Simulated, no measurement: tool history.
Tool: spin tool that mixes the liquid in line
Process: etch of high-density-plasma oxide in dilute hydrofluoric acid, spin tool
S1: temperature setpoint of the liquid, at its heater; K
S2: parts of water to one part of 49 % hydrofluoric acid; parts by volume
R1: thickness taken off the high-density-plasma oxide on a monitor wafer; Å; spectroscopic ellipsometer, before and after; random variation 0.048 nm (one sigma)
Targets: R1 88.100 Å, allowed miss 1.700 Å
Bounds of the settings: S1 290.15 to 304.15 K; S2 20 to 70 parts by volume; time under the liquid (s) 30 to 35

run 1 day=0.000 | S1=296.15 S2=40 time_under_the_liquid_(s)=35 | R1=58.007
run 2 day=0.208 | S1=298.65 S2=40 time_under_the_liquid_(s)=35 | R1=64.407
run 3 day=0.521 | S1=298.65 S2=50 time_under_the_liquid_(s)=35 | R1=50.774
run 4 day=0.738 | S1=298.65 S2=50 time_under_the_liquid_(s)=30 | R1=43.799
run 5 day=0.925 | S1=299.65 S2=45 time_under_the_liquid_(s)=30 | R1=50.779
run 6 day=1.183 | S1=296.65 S2=45 time_under_the_liquid_(s)=30 | R1=44.480
run 7 day=1.554 | S1=298.15 S2=45 time_under_the_liquid_(s)=30 | R1=47.935
run 8 day=1.846 | S1=299.15 S2=40 time_under_the_liquid_(s)=30 | R1=56.039
run 9 day=2.096 | S1=300.15 S2=40 time_under_the_liquid_(s)=30 | R1=58.726
run 10 day=2.288 | S1=300.15 S2=40 time_under_the_liquid_(s)=30 | R1=58.817
run 11 day=2.583 | S1=300.65 S2=40 time_under_the_liquid_(s)=30 | R1=60.016
run 12 day=2.892 | S1=300.65 S2=40 time_under_the_liquid_(s)=30 | R1=60.485
run 13 day=3.117 | S1=301.15 S2=40 time_under_the_liquid_(s)=30 | R1=61.089
run 14 day=3.142 | S1=301.65 S2=40 time_under_the_liquid_(s)=30 | R1=62.910
run 15 day=3.312 | S1=302.15 S2=40 time_under_the_liquid_(s)=30 | R1=64.000
run 16 day=3.667 | S1=302.65 S2=40 time_under_the_liquid_(s)=30 | R1=65.260
run 17 day=3.858 | S1=303.15 S2=40 time_under_the_liquid_(s)=30 | R1=66.989
-- day=4.025 hydrofluoric acid flow meter replaced
run 18 day=4.025 | S1=304.15 S2=30 time_under_the_liquid_(s)=30 | R1=102.980
run 19 day=4.292 | S1=303.65 S2=30 time_under_the_liquid_(s)=30 | R1=99.759
run 20 day=4.529 | S1=303.15 S2=30 time_under_the_liquid_(s)=30 | R1=98.677
run 21 day=4.562 | S1=302.65 S2=30 time_under_the_liquid_(s)=30 | R1=95.292
run 22 day=4.629 | S1=302.15 S2=30 time_under_the_liquid_(s)=30 | R1=94.600
run 23 day=4.838 | S1=301.65 S2=30 time_under_the_liquid_(s)=30 | R1=92.009
run 24 day=4.975 | S1=301.15 S2=30 time_under_the_liquid_(s)=30 | R1=90.814

Which of these 5 next moves meets every target?
run A day=5.112 | S1=303.15 S2=35 time_under_the_liquid_(s)=30 | R1=?
run B day=5.112 | S1=300.65 S2=35 time_under_the_liquid_(s)=35 | R1=?
run C day=5.112 | S1=302.65 S2=40 time_under_the_liquid_(s)=35 | R1=?
run D day=5.112 | S1=299.65 S2=30 time_under_the_liquid_(s)=30 | R1=?
run E day=5.112 | S1=303.15 S2=40 time_under_the_liquid_(s)=35 | R1=?

move=A R1=83.646
move=B R1=88.257
move=C R1=83.058
move=D R1=85.346
move=E R1=84.723
A: takes the result that was furthest off past its target
B: meets every target
C: takes the result that was furthest off past its target
D: takes the result that was furthest off past its target
E: takes the result that was furthest off past its target
Move B is the one to make.
